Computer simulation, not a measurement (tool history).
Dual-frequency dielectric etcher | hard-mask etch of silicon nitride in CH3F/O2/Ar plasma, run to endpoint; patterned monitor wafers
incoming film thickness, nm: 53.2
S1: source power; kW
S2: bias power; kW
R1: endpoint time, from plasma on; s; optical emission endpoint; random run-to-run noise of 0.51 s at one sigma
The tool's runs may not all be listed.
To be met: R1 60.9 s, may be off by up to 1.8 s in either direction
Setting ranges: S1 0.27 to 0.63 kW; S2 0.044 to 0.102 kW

Run 1, hour 0: S1 0.45 kW, S2 0.073 kW. Result: R1 71.367 s.
Run 2, hour 2.8: S1 0.49 kW, S2 0.076 kW. Result: R1 67.11 s.
Run 3, hour 3.5: S1 0.51 kW, S2 0.077 kW. Result: R1 66.641 s.
Run 4, hour 6.1: S1 0.45 kW, S2 0.077 kW. Result: R1 69.292 s.
Run 5, hour 14.1: S1 0.45 kW, S2 0.086 kW. Result: R1 66.672 s.
Run 6, hour 19: S1 0.47 kW, S2 0.088 kW. Result: R1 63.47 s.
Run 7, hour 20.6: S1 0.47 kW, S2 0.088 kW. Result: R1 64.933 s.
Run 8, hour 23.5: S1 0.48 kW, S2 0.089 kW. Result: R1 64.088 s.
Run 9, hour 26.1: S1 0.49 kW, S2 0.09 kW. Result: R1 62.874 s.

Exactly one of the 5 candidate moves below puts every result within its allowed miss. Which one?
Run A, hour 28.7: S1 0.54 kW, S2 0.102 kW. Result: R1 ?.
Run B, hour 28.7: S1 0.57 kW, S2 0.102 kW. Result: R1 ?.
Run C, hour 28.7: S1 0.45 kW, S2 0.086 kW. Result: R1 ?.
Run D, hour 28.7: S1 0.41 kW, S2 0.102 kW. Result: R1 ?.
Run E, hour 28.7: S1 0.5 kW, S2 0.094 kW. Result: R1 ?.

move      R1
   A  58.233
   B  56.959
   C  67.244
   D  65.274
   E  62.104
A: the result that was furthest off in the last run now lies on the other side of its target
B: the result that was furthest off in the last run now lies on the other side of its target
C: the biggest miss grows against the last run
D: the biggest miss grows against the last run
E: every result within its allowed miss
Answer: E

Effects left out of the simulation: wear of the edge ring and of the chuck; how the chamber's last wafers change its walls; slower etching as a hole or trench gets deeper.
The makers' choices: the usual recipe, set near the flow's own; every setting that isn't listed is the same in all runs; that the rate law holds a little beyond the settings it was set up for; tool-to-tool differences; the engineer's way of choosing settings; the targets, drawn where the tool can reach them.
